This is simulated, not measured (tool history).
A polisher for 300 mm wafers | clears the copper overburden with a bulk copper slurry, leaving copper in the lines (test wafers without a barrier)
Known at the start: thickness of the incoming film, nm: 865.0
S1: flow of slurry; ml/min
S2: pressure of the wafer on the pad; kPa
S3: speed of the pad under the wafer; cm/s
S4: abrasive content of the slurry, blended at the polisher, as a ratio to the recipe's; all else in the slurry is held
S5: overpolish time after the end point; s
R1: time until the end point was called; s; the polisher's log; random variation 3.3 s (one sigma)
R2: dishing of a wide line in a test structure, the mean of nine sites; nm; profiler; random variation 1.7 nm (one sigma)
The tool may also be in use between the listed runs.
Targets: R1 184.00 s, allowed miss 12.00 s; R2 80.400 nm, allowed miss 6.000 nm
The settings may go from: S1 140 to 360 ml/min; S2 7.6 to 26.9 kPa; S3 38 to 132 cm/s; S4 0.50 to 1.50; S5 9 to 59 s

| run | day | S1 | S2 | S3 | S4 | S5 | R1 | R2 |
|---|---|---|---|---|---|---|---|---|
| 1 | 0.000 | 230 | 17.2 | 84 | 1.00 | 30 | 140.36 | 81.600 |
| 2 | 0.312 | 230 | 15.9 | 82 | 1.00 | 33 | 150.22 | 82.868 |
| 3 | 0.546 | 230 | 15.9 | 82 | 1.00 | 42 | 147.12 | 92.945 |
| 4 | 0.579 | 275 | 15.9 | 82 | 1.00 | 42 | 142.80 | 94.604 |
| 5 | 0.683 | 275 | 15.9 | 96 | 1.00 | 42 | 127.78 | 94.333 |
| 6 | 1.021 | 275 | 15.9 | 96 | 1.00 | 33 | 133.70 | 87.899 |
| 7 | 1.150 | 275 | 13.8 | 94 | 1.00 | 35 | 146.33 | 86.636 |
| 8 | 1.279 | 275 | 12.4 | 92 | 1.00 | 35 | 152.48 | 80.756 |

Which of these 5 next moves meets every target?
| A | 1.408 | 275 | 14.5 | 58 | 1.00 | 39 | ? | ? |
| B | 1.408 | 280 | 13.8 | 102 | 1.15 | 27 | ? | ? |
| C | 1.408 | 270 | 16.5 | 70 | 0.95 | 46 | ? | ? |
| D | 1.408 | 270 | 15.2 | 106 | 1.00 | 29 | ? | ? |
| E | 1.408 | 195 | 15.2 | 88 | 0.95 | 50 | ? | ? |

| move | R1 | R2 |
|---|---|---|
| A | 189.96 | 81.135 |
| B | 136.75 | 79.144 |
| C | 159.68 | 94.912 |
| D | 129.97 | 84.783 |
| E | 152.32 | 97.322 |
A: meets every target
B: further off than the last run
C: nearer than the last run, and not there yet
D: further off than the last run
E: further off than the last run
Answer: A
